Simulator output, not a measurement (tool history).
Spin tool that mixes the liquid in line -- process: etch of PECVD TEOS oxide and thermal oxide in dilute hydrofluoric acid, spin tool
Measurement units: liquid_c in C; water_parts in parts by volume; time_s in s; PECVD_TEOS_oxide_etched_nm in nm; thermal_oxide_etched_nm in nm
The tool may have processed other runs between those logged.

Run 1, hour 0: liquid_c 24 C, water_parts 55 parts by volume, time_s 40 s. Result: PECVD_TEOS_oxide_etched_nm 8.7822 nm, thermal_oxide_etched_nm 4.0739 nm.
Run 2, hour 7.9: liquid_c 25.5 C, water_parts 50 parts by volume, time_s 40 s. Result: PECVD_TEOS_oxide_etched_nm 10.351 nm, thermal_oxide_etched_nm 4.7897 nm.
Run 3, hour 15.3: liquid_c 27 C, water_parts 45 parts by volume, time_s 40 s. Result: PECVD_TEOS_oxide_etched_nm 12.259 nm, thermal_oxide_etched_nm 5.7243 nm.
Run 4, hour 19.2: liquid_c 28.5 C, water_parts 45 parts by volume, time_s 40 s. Result: PECVD_TEOS_oxide_etched_nm 13.084 nm, thermal_oxide_etched_nm 6.0275 nm.
Run 5, hour 27.9: liquid_c 28.5 C, water_parts 60 parts by volume, time_s 40 s. Result: PECVD_TEOS_oxide_etched_nm 9.5652 nm, thermal_oxide_etched_nm 4.5192 nm.
Run 6, hour 32.4: liquid_c 28.5 C, water_parts 60 parts by volume, time_s 30 s. Result: PECVD_TEOS_oxide_etched_nm 7.1394 nm, thermal_oxide_etched_nm 3.3827 nm.
Run 7, hour 37.2: liquid_c 29.5 C, water_parts 50 parts by volume, time_s 30 s. Result: PECVD_TEOS_oxide_etched_nm 9.0908 nm, thermal_oxide_etched_nm 4.2276 nm.
Run 8, hour 43.3: liquid_c 29.5 C, water_parts 50 parts by volume, time_s 30 s. Result: PECVD_TEOS_oxide_etched_nm 9.1057 nm, thermal_oxide_etched_nm 4.2838 nm.
Run 9, hour 51.1: liquid_c 30 C, water_parts 45 parts by volume, time_s 30 s. Result: PECVD_TEOS_oxide_etched_nm 10.375 nm, thermal_oxide_etched_nm 4.8725 nm.
Run 10, hour 57.1: liquid_c 30.5 C, water_parts 40 parts by volume, time_s 30 s. Result: PECVD_TEOS_oxide_etched_nm 12.023 nm, thermal_oxide_etched_nm 5.6383 nm.
Run 11, hour 60: liquid_c 31 C, water_parts 35 parts by volume, time_s 30 s. Result: PECVD_TEOS_oxide_etched_nm 14.073 nm, thermal_oxide_etched_nm 6.5598 nm.
Run 12, hour 63: liquid_c 31.5 C, water_parts 30 parts by volume, time_s 30 s. Result: PECVD_TEOS_oxide_etched_nm 16.905 nm, thermal_oxide_etched_nm 8.0391 nm.
Run 13, hour 70.8: liquid_c 32 C, water_parts 30 parts by volume, time_s 30 s. Result: PECVD_TEOS_oxide_etched_nm 17.339 nm, thermal_oxide_etched_nm 8.1054 nm.
Run 14, hour 77.5: liquid_c 32 C, water_parts 25 parts by volume, time_s 30 s. Result: PECVD_TEOS_oxide_etched_nm 20.892 nm, thermal_oxide_etched_nm 9.8495 nm.
Run 15, hour 83.6: liquid_c 31.5 C, water_parts 25 parts by volume, time_s 30 s. Result: PECVD_TEOS_oxide_etched_nm 20.529 nm, thermal_oxide_etched_nm 9.4996 nm.
Run 16, hour 87: liquid_c 31 C, water_parts 25 parts by volume, time_s 30 s. Result: PECVD_TEOS_oxide_etched_nm 20.054 nm, thermal_oxide_etched_nm 9.2634 nm.

Expected results for the next run?
Run 17, hour 91: liquid_c 31 C, water_parts 25 parts by volume, time_s 30 s. Result: PECVD_TEOS_oxide_etched_nm ?, thermal_oxide_etched_nm ?.

PECVD_TEOS_oxide_etched_nm: 20.161 nm
thermal_oxide_etched_nm: 9.4106 nm
